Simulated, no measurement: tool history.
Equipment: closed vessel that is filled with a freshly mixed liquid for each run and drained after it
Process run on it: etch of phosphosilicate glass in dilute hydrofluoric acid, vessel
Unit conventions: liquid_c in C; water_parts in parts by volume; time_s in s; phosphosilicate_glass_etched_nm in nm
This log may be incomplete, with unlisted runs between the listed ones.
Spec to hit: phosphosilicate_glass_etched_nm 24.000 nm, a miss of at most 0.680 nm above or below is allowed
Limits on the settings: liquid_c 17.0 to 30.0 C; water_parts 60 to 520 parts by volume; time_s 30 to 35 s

run	hour	liquid_c	water_parts	time_s	phosphosilicate_glass_etched_nm
1	0.0	22.0	290	35	16.493
2	5.0	24.5	280	35	18.599
3	7.5	26.0	270	35	20.488
4	11.0	27.0	265	35	21.528
5	18.4	27.0	265	30	18.631
6	20.0	27.0	265	35	21.733
7	22.3	28.0	265	35	22.380
8	25.6	28.5	265	35	22.926
9	29.1	29.0	265	35	23.052

Of the 4 settings listed for the next run, only one would bring every result within its allowed miss of target. Which one?
A	32.6	29.5	245	30	?
B	32.6	28.5	255	35	?
C	32.6	28.0	215	30	?
D	32.6	30.0	285	35	?

move	phosphosilicate_glass_etched_nm
A	22.303
B	23.907
C	25.069
D	21.676
A: moves away from the targets compared with the last run
B: meets every target
C: takes the biggest miss from the last run beyond its target
D: moves away from the targets compared with the last run
B is the move that brings every result within its allowed miss.
